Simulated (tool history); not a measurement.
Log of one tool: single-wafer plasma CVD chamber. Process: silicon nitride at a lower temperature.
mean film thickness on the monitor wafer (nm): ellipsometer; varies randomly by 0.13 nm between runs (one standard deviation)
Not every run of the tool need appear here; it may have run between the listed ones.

run	hour	heater temperature setpoint (deg C)	chamber pressure (Pa)	RF power (W)	deposition time (s)	mean film thickness on the monitor wafer (nm)
1	0.0	325	144	395	37.1	46.167
2	7.8	325	136	395	37.1	45.236
3	16.6	325	131	395	37.1	44.140
4	25.1	325	128	395	37.1	43.411
5	26.5	325	128	445	37.1	46.786
6	29.8	325	139	445	37.1	48.752
7	32.5	325	131	445	37.1	47.239
8	38.0	325	101	440	37.1	39.912

Expected results for the next run?
9	40.0	325	113	440	37.1	?

Run 9 produced mean film thickness on the monitor wafer (nm) 43.494.
